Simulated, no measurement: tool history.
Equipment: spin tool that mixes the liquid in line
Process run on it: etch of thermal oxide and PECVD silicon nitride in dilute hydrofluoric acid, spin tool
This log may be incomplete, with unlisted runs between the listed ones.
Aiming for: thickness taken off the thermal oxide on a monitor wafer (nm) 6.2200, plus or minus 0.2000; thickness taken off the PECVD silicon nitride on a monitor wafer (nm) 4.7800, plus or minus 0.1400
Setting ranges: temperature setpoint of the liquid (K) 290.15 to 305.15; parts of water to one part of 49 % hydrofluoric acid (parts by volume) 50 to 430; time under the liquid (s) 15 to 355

| run | hour | temperature setpoint of the liquid (K) | parts of water to one part of 49 % hydrofluoric acid (parts by volume) | time under the liquid (s) | thickness taken off the thermal oxide on a monitor wafer (nm) | thickness taken off the PECVD silicon nitride on a monitor wafer (nm) |
|---|---|---|---|---|---|---|
| 1 | 0.0 | 297.15 | 240 | 180 | 3.0957 | 2.8177 |
| 2 | 8.4 | 297.15 | 240 | 250 | 4.2278 | 3.8431 |
| 3 | 13.8 | 300.15 | 240 | 250 | 4.7059 | 4.6453 |
| 4 | 22.7 | 300.15 | 315 | 250 | 3.2730 | 3.5738 |
| 5 | 24.9 | 300.15 | 315 | 200 | 2.6941 | 2.8110 |
| 6 | 26.4 | 300.15 | 365 | 200 | 2.1941 | 2.4487 |
| 7 | 27.9 | 300.15 | 315 | 190 | 2.5288 | 2.6971 |
| 8 | 36.5 | 299.65 | 270 | 185 | 2.9406 | 2.9502 |
| 9 | 39.5 | 299.15 | 235 | 180 | 3.3674 | 3.2196 |
| 10 | 42.1 | 299.15 | 205 | 175 | 3.8303 | 3.6338 |
| 11 | 50.5 | 298.65 | 180 | 170 | 4.2677 | 3.8103 |
| 12 | 57.7 | 298.65 | 160 | 165 | 4.9059 | 4.1980 |
| 13 | 59.4 | 298.65 | 150 | 160 | 5.0586 | 4.3122 |
| 14 | 63.5 | 298.65 | 140 | 155 | 5.3211 | 4.5318 |
| 15 | 71.9 | 298.15 | 130 | 150 | 5.5079 | 4.5964 |
| 16 | 75.2 | 297.65 | 125 | 150 | 5.6908 | 4.5654 |
| 17 | 77.5 | 297.65 | 120 | 150 | 5.9183 | 4.8216 |
| 18 | 85.5 | 296.15 | 90 | 145 | 7.4174 | 5.6450 |
| 19 | 87.7 | 296.15 | 95 | 145 | 6.9145 | 5.2295 |
| 20 | 95.3 | 296.15 | 100 | 145 | 6.6067 | 5.0188 |

4 next moves are on the table. One of them brings every result within its allowed miss. Which?
| A | 102.9 | 299.15 | 180 | 230 | ? | ? |
| B | 102.9 | 299.15 | 160 | 210 | ? | ? |
| C | 102.9 | 295.65 | 120 | 170 | ? | ? |
| D | 102.9 | 300.15 | 150 | 180 | ? | ? |

| move | thickness taken off the thermal oxide on a monitor wafer (nm) | thickness taken off the PECVD silicon nitride on a monitor wafer (nm) |
|---|---|---|
| A | 5.9584 | 5.3653 |
| B | 6.2648 | 5.5102 |
| C | 6.1937 | 4.7296 |
| D | 6.0164 | 5.3653 |
A: pushes the last run's worst result past its target
B: the furthest-off result lands on target, but another misses its tolerance
C: hits every target within its allowed miss
D: pushes the last run's worst result past its target
The right move is C.
